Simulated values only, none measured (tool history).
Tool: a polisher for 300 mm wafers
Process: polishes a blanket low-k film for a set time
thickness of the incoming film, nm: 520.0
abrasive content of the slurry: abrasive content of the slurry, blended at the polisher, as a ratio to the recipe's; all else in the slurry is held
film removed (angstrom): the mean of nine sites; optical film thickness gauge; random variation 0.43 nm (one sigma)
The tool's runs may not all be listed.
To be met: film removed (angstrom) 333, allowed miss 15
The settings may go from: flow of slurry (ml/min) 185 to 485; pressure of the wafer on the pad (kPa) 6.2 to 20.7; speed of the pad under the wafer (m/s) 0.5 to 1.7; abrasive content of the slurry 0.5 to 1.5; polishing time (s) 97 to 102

run	hour	flow of slurry (ml/min)	pressure of the wafer on the pad (kPa)	speed of the pad under the wafer (m/s)	abrasive content of the slurry	polishing time (s)	film removed (angstrom)
1	0	310	13.1	1.1	1	97	452.88
2	8.6	310	12.4	1.1	1	97	425.06
3	13.3	310	12.4	1.1	1	97	418.78
4	21.6	310	11.7	1.1	1	97	400.1
5	25.1	310	11.7	1.26	1	97	443.39
6	29	260	11.7	1.26	1	97	428.1
7	37.1	255	11	1.26	1	97	397.83
8	45.1	250	11	1.26	1	97	409.73
9	49	250	8.3	1.24	1	97	300.55

5 next moves are on the table. One of them brings every result within its allowed miss. Which?
A	52.9	240	9.7	1.38	0.95	97	?
B	52.9	280	8.3	1.14	1.2	102	?
C	52.9	265	9.7	1.24	1	102	?
D	52.9	190	6.9	1.48	1	97	?
E	52.9	250	11	1.2	0.85	102	?

move	film removed (angstrom)
A	365.49
B	332.98
C	371.77
D	275.82
E	376.23
A: takes the result that was furthest off past its target
B: meets every target
C: takes the result that was furthest off past its target
D: further off than the last run
E: takes the result that was furthest off past its target
The right move is B.
